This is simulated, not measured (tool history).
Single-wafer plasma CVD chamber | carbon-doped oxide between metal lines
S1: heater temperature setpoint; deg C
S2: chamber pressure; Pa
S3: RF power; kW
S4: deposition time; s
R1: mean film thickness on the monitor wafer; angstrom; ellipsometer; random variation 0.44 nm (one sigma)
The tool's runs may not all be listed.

run,day,S1,S2,S3,S4,R1
1,0,370,596,0.51,34.6,1637.7
2,0.129,370,524,0.51,34.6,1593
3,0.267,370,524,0.51,34.6,1593.9
4,0.479,370,524,0.45,34.6,1398.1
5,0.608,370,524,0.51,34.6,1593.4
# day 0.779: capacitance manometer re-zeroed and calibrated
6,0.779,370,524,0.465,34.6,1440.2
7,1.146,369,588,0.495,34.7,1576.2

Forecast run 8:
8,1.275,369,620,0.52,34.8,?

Run 8 gave R1 1673.5 angstrom.
